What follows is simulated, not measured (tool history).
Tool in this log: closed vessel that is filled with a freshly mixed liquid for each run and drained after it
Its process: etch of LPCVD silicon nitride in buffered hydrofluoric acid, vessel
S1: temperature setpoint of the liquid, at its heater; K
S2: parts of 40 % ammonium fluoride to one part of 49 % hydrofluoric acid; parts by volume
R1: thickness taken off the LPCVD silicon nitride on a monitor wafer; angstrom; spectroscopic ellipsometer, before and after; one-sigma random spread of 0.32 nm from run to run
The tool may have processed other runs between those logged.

Run 1, hour 0: S1 294.15 K, S2 11 parts by volume, time in the liquid (s) 2820. Result: R1 328.18 angstrom.
Run 2, hour 7.1: S1 291.65 K, S2 11 parts by volume, time in the liquid (s) 2820. Result: R1 283.14 angstrom.
Run 3, hour 15.6: S1 291.65 K, S2 9 parts by volume, time in the liquid (s) 2820. Result: R1 336.47 angstrom.
Run 4, hour 16.2: S1 291.65 K, S2 6 parts by volume, time in the liquid (s) 2820. Result: R1 507.21 angstrom.
Run 5, hour 21.9: S1 291.65 K, S2 5 parts by volume, time in the liquid (s) 2820. Result: R1 584.24 angstrom.
Run 6, hour 26.1: S1 291.65 K, S2 5 parts by volume, time in the liquid (s) 2820. Result: R1 593.24 angstrom.
Run 7, hour 31.8: S1 291.15 K, S2 5 parts by volume, time in the liquid (s) 2820. Result: R1 575.35 angstrom.

Predict the results of run 8:
Run 8, hour 35.5: S1 290.15 K, S2 5.5 parts by volume, time in the liquid (s) 2820. Result: R1 ?.

{"run 8": {"R1": 494.63}}

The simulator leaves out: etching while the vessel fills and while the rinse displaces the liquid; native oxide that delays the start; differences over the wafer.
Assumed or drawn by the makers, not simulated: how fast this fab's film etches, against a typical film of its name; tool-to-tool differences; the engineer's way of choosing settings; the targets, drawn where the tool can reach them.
